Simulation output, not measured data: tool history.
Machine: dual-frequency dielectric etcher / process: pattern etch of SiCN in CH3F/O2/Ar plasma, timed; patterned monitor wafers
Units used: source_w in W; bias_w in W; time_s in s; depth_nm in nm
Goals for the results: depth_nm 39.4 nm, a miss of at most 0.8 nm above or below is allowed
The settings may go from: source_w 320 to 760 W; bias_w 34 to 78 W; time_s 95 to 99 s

Run 1, day 0: source_w 540 W, bias_w 56 W, time_s 95 s. Result: depth_nm 34.512 nm.
Run 2, day 0.112: source_w 540 W, bias_w 49 W, time_s 95 s. Result: depth_nm 33.065 nm.
Run 3, day 0.333: source_w 590 W, bias_w 51 W, time_s 95 s. Result: depth_nm 34.58 nm.
Run 4, day 0.567: source_w 590 W, bias_w 51 W, time_s 95 s. Result: depth_nm 34.674 nm.
Run 5, day 0.596: source_w 590 W, bias_w 51 W, time_s 95 s. Result: depth_nm 34.497 nm.
Run 6, day 0.654: source_w 590 W, bias_w 55 W, time_s 95 s. Result: depth_nm 35.52 nm.
Run 7, day 0.862: source_w 620 W, bias_w 56 W, time_s 95 s. Result: depth_nm 36.284 nm.
Run 8, day 0.896: source_w 650 W, bias_w 57 W, time_s 95 s. Result: depth_nm 37.124 nm.
Run 9, day 1.017: source_w 670 W, bias_w 58 W, time_s 95 s. Result: depth_nm 37.928 nm.
Run 10, day 1.279: source_w 680 W, bias_w 58 W, time_s 95 s. Result: depth_nm 37.963 nm.
Run 11, day 1.304: source_w 690 W, bias_w 58 W, time_s 95 s. Result: depth_nm 38.302 nm.
Run 12, day 1.454: source_w 700 W, bias_w 58 W, time_s 95 s. Result: depth_nm 38.448 nm.

Exercise: of the 5 proposed moves below, exactly one satisfies all targets within the stated allowed misses. Which move is it?
Run A, day 1.604: source_w 680 W, bias_w 54 W, time_s 95.5 s. Result: depth_nm ?.
Run B, day 1.604: source_w 640 W, bias_w 55 W, time_s 97 s. Result: depth_nm ?.
Run C, day 1.604: source_w 580 W, bias_w 60 W, time_s 97 s. Result: depth_nm ?.
Run D, day 1.604: source_w 660 W, bias_w 56 W, time_s 96.5 s. Result: depth_nm ?.
Run E, day 1.604: source_w 710 W, bias_w 58 W, time_s 97 s. Result: depth_nm ?.

move  depth_nm
   A    37.512
   B    37.451
   C    37.124
   D    37.915
   E     39.63
A: the biggest miss grows against the last run
B: the biggest miss grows against the last run
C: the biggest miss grows against the last run
D: the biggest miss grows against the last run
E: hits every target within its allowed miss
So the answer is move E, the one that meets all the targets.

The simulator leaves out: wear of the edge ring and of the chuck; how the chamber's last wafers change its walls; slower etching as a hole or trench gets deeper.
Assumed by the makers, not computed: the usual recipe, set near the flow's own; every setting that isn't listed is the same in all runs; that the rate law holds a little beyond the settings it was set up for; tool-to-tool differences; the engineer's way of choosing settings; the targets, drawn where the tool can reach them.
